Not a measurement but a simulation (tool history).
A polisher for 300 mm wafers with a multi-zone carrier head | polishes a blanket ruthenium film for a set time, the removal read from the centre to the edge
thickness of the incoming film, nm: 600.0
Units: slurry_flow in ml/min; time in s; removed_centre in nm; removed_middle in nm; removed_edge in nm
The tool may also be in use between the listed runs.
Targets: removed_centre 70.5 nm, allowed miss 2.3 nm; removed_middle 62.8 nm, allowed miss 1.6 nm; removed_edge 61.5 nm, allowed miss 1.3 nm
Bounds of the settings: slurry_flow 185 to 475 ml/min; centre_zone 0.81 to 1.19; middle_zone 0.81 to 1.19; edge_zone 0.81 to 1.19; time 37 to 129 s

| run | hour | slurry_flow | centre_zone | middle_zone | edge_zone | time | removed_centre | removed_middle | removed_edge |
|---|---|---|---|---|---|---|---|---|---|
| 1 | 0 | 305 | 1 | 1 | 1 | 83 | 93.907 | 100.68 | 97.692 |
| 2 | 0.6 | 275 | 1 | 1 | 1 | 83 | 92.123 | 100.89 | 98.175 |
| 3 | 9.6 | 300 | 1.02 | 0.97 | 0.96 | 74 | 84.034 | 88.415 | 85.051 |
| 4 | 15.5 | 300 | 1.02 | 0.97 | 1.02 | 74 | 84.745 | 88.129 | 87.828 |
| 5 | 22.8 | 300 | 1.02 | 0.97 | 1.02 | 54 | 61.678 | 64.195 | 63.707 |
|  | 23.6 | centre zone pressure recalibrated |
| 6 | 23.6 | 300 | 1.07 | 0.97 | 1.02 | 54 | 69.481 | 63.148 | 63.602 |
| 7 | 31.8 | 300 | 1.07 | 0.97 | 1.01 | 54 | 69.434 | 64.106 | 63.752 |
| 8 | 38.1 | 295 | 1.08 | 0.97 | 1 | 54 | 69.784 | 63.814 | 63.808 |
| 9 | 39.1 | 295 | 1.09 | 0.97 | 0.99 | 54 | 70.186 | 64.439 | 62.575 |

Which of these 4 next moves meets every target?
| A | 40.1 | 265 | 1.01 | 0.93 | 1.01 | 56 | ? | ? | ? |
| B | 40.1 | 315 | 1.1 | 1.02 | 0.95 | 53 | ? | ? | ? |
| C | 40.1 | 260 | 1.14 | 1 | 1.03 | 52 | ? | ? | ? |
| D | 40.1 | 275 | 1.04 | 1.05 | 0.9 | 53 | ? | ? | ? |

| move | removed_centre | removed_middle | removed_edge |
|---|---|---|---|
| A | 66.956 | 63.417 | 65.916 |
| B | 70.423 | 65.961 | 61.303 |
| C | 70.111 | 62.412 | 61.641 |
| D | 65.604 | 66.742 | 59.162 |
A: brings the result that was furthest off to its target, and leaves another outside
B: further off than the last run
C: meets every target
D: further off than the last run
Move C is the one to make.
